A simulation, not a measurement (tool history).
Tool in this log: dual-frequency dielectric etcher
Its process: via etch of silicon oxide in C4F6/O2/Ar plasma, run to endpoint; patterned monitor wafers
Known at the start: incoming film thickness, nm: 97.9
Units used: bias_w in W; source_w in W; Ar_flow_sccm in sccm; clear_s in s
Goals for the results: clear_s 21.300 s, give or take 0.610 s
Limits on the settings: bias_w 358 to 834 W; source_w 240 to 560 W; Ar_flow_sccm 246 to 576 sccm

{"run": 1, "hour": 0.0, "bias_w": 596, "source_w": 400, "Ar_flow_sccm": 411, "clear_s": 18.709}
{"run": 2, "hour": 1.4, "bias_w": 559, "source_w": 390, "Ar_flow_sccm": 414, "clear_s": 19.295}
{"run": 3, "hour": 6.2, "bias_w": 559, "source_w": 390, "Ar_flow_sccm": 344, "clear_s": 18.754}
{"run": 4, "hour": 13.0, "bias_w": 509, "source_w": 390, "Ar_flow_sccm": 344, "clear_s": 19.271}
{"run": 5, "hour": 15.0, "bias_w": 483, "source_w": 380, "Ar_flow_sccm": 348, "clear_s": 19.93}
{"run": 6, "hour": 23.9, "bias_w": 483, "source_w": 380, "Ar_flow_sccm": 277, "clear_s": 19.321}
{"run": 7, "hour": 26.1, "bias_w": 373, "source_w": 340, "Ar_flow_sccm": 293, "clear_s": 22.219}
{"run": 8, "hour": 31.7, "bias_w": 384, "source_w": 340, "Ar_flow_sccm": 292, "clear_s": 22.054}
{"run": 9, "hour": 35.0, "bias_w": 393, "source_w": 340, "Ar_flow_sccm": 292, "clear_s": 21.738}

Which one of the following 4 next-run settings gets every result inside its allowed miss? There is exactly one.
{"run": "A", "hour": 38.3, "bias_w": 358, "source_w": 330, "Ar_flow_sccm": 315, "clear_s": "?"}
{"run": "B", "hour": 38.3, "bias_w": 420, "source_w": 320, "Ar_flow_sccm": 336, "clear_s": "?"}
{"run": "C", "hour": 38.3, "bias_w": 380, "source_w": 320, "Ar_flow_sccm": 280, "clear_s": "?"}
{"run": "D", "hour": 38.3, "bias_w": 419, "source_w": 330, "Ar_flow_sccm": 257, "clear_s": "?"}

move=A clear_s=23.324
move=B clear_s=22.933
move=C clear_s=22.909
move=D clear_s=21.544
A: further off than the last run
B: further off than the last run
C: further off than the last run
D: hits every target within its allowed miss
Correct choice: D, which meets every target
